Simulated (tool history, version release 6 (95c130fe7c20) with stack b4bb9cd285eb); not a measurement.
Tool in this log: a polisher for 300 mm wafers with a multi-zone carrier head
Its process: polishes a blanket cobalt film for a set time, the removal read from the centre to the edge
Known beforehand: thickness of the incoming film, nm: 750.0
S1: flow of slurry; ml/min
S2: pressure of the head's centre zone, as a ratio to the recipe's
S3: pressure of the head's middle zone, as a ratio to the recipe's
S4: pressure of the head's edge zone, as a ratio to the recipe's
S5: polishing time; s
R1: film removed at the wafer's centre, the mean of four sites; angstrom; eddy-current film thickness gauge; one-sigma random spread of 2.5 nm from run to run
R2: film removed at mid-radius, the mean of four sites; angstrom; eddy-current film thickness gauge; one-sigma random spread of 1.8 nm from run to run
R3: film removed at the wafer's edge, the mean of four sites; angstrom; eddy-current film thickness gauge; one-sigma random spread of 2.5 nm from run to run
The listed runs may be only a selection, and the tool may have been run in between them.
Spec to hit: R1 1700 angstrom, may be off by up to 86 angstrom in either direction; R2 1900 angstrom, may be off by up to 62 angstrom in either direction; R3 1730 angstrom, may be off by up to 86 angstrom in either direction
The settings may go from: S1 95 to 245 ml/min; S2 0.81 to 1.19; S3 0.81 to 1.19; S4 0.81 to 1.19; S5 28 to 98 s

run,hour,S1,S2,S3,S4,S5,R1,R2,R3
1,0,155,1,1,1,63,2596.3,2701.2,2597.8
2,4.1,155,1.06,1,1,63,2763.9,2645.9,2691
3,12.2,150,1.03,0.99,0.98,61,2544.5,2507.6,2513.9
4,19.4,150,1.01,0.98,0.96,59,2421.3,2446.5,2487
5,23.7,150,1.01,1,0.96,56,2390.4,2364.2,2296.8
6,31.7,150,1.01,1,0.96,47,1951.1,2017.7,1906.5
7,39.5,145,1,1,0.96,47,1923.5,1977.4,1920.9
8,41.4,145,0.99,1.01,0.96,47,1957.6,1969.8,1966.4
9,46.2,155,0.98,1,0.96,46,1874.8,1919.1,1842.2
10,47.9,155,0.97,1.01,0.96,46,1885.2,1988,1909.4
11,54.4,155,0.96,1.01,0.96,45,1816,1941.7,1874.3
12,61.8,155,0.96,1.01,0.96,45,1791,1939.7,1899.8

Which one of the following 5 next-run settings gets every result inside its allowed miss? There is exactly one.
A,69.2,200,1.04,1.06,0.82,38,?,?,?
B,69.2,175,0.83,1.09,1.01,43,?,?,?
C,69.2,170,0.93,0.96,0.96,50,?,?,?
D,69.2,170,1.09,1.11,0.88,37,?,?,?
E,69.2,175,0.98,1.08,0.94,41,?,?,?

move,R1,R2,R3
A,1690.7,1765.5,1512
B,1511.9,2006.3,1855
C,1944.3,2084.1,2101.4
D,1674,1743.2,1490.6
E,1685.6,1896.8,1709.4
A: the result that was furthest off in the last run now lies on the other side of its target
B: moves away from the targets compared with the last run
C: moves away from the targets compared with the last run
D: the result that was furthest off in the last run now lies on the other side of its target
E: every result lands within tolerance
So the answer is move E, the one that meets all the targets.

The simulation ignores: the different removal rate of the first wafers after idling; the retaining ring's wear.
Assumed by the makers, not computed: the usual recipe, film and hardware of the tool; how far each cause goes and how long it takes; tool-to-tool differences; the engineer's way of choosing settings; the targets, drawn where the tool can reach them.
